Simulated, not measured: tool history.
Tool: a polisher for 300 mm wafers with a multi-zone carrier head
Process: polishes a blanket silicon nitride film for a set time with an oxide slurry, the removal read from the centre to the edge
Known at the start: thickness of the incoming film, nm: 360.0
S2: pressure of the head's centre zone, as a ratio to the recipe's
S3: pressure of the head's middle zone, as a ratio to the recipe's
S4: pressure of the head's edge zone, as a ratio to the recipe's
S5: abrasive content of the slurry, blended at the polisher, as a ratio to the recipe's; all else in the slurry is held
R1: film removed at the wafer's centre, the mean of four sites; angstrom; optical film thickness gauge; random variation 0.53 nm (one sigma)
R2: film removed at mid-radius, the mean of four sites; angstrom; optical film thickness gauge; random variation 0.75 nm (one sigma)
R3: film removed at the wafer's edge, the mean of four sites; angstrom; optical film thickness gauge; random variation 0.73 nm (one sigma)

{"run": 1, "hour": 0.0, "flow of slurry (ml/min)": 235, "S2": 1, "S3": 1, "S4": 1, "S5": 1, "polishing time (s)": 64, "R1": 409.98, "R2": 406.36, "R3": 415.73}
{"run": 2, "hour": 5.0, "flow of slurry (ml/min)": 275, "S2": 1, "S3": 1, "S4": 1, "S5": 1, "polishing time (s)": 64, "R1": 418.87, "R2": 406.03, "R3": 428.37}
{"run": 3, "hour": 10.5, "flow of slurry (ml/min)": 255, "S2": 1.01, "S3": 1.05, "S4": 0.99, "S5": 1.15, "polishing time (s)": 68, "R1": 473.91, "R2": 476.47, "R3": 483.22}
{"run": 4, "hour": 17.2, "flow of slurry (ml/min)": 230, "S2": 1.02, "S3": 1.1, "S4": 0.95, "S5": 1.25, "polishing time (s)": 72, "R1": 522.91, "R2": 540.84, "R3": 507.15}
{"run": 5, "hour": 18.3, "flow of slurry (ml/min)": 230, "S2": 1.02, "S3": 1.1, "S4": 0.95, "S5": 1.25, "polishing time (s)": 86, "R1": 626.71, "R2": 645.51, "R3": 607.85}
{"run": 6, "hour": 26.3, "flow of slurry (ml/min)": 230, "S2": 1.1, "S3": 1.1, "S4": 0.95, "S5": 1.25, "polishing time (s)": 86, "R1": 649.29, "R2": 643.1, "R3": 603.55}

Run 7 comes next. What will it give?
{"run": 7, "hour": 31.7, "flow of slurry (ml/min)": 235, "S2": 1.07, "S3": 1.13, "S4": 0.95, "S5": 1.25, "polishing time (s)": 86, "R1": "?", "R2": "?", "R3": "?"}

R1: 636.98 angstrom
R2: 654.64 angstrom
R3: 613.61 angstrom

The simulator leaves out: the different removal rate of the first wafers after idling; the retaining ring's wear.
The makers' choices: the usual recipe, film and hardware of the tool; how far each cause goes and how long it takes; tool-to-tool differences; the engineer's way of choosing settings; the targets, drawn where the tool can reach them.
